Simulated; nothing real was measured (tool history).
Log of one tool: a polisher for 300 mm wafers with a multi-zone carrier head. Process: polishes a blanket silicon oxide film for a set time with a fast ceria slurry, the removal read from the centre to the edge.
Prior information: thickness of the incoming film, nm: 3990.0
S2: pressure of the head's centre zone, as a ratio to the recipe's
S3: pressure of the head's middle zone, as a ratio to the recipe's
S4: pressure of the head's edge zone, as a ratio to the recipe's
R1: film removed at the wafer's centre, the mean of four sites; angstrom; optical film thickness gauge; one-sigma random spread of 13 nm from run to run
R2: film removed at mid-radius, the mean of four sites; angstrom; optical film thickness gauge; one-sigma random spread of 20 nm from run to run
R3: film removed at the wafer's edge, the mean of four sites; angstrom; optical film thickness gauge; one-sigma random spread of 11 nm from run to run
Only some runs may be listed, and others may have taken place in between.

{"run": 1, "hour": 0.0, "flow of slurry (ml/min)": 315, "S2": 1, "S3": 1, "S4": 1, "polishing time (s)": 72, "R1": 11207, "R2": 11935, "R3": 11486}
{"run": 2, "hour": 7.1, "flow of slurry (ml/min)": 315, "S2": 0.98, "S3": 0.98, "S4": 1.05, "polishing time (s)": 76, "R1": 11459, "R2": 12050, "R3": 12530}
{"run": 3, "hour": 9.1, "flow of slurry (ml/min)": 390, "S2": 0.98, "S3": 0.98, "S4": 1.05, "polishing time (s)": 76, "R1": 11830, "R2": 12355, "R3": 12766}
{"run": 4, "hour": 13.5, "flow of slurry (ml/min)": 390, "S2": 0.98, "S3": 0.98, "S4": 0.98, "polishing time (s)": 76, "R1": 11985, "R2": 12276, "R3": 12338}
{"run": 5, "hour": 16.1, "flow of slurry (ml/min)": 395, "S2": 0.96, "S3": 0.98, "S4": 1.03, "polishing time (s)": 78, "R1": 11737, "R2": 12683, "R3": 12845}
{"run": 6, "hour": 24.9, "flow of slurry (ml/min)": 395, "S2": 0.96, "S3": 0.98, "S4": 1.1, "polishing time (s)": 78, "R1": 11923, "R2": 12547, "R3": 13348}

Forecast run 7:
{"run": 7, "hour": 27.6, "flow of slurry (ml/min)": 390, "S2": 0.94, "S3": 0.98, "S4": 1.12, "polishing time (s)": 80, "R1": "?", "R2": "?", "R3": "?"}

R1: 11993 angstrom
R2: 12709 angstrom
R3: 13732 angstrom

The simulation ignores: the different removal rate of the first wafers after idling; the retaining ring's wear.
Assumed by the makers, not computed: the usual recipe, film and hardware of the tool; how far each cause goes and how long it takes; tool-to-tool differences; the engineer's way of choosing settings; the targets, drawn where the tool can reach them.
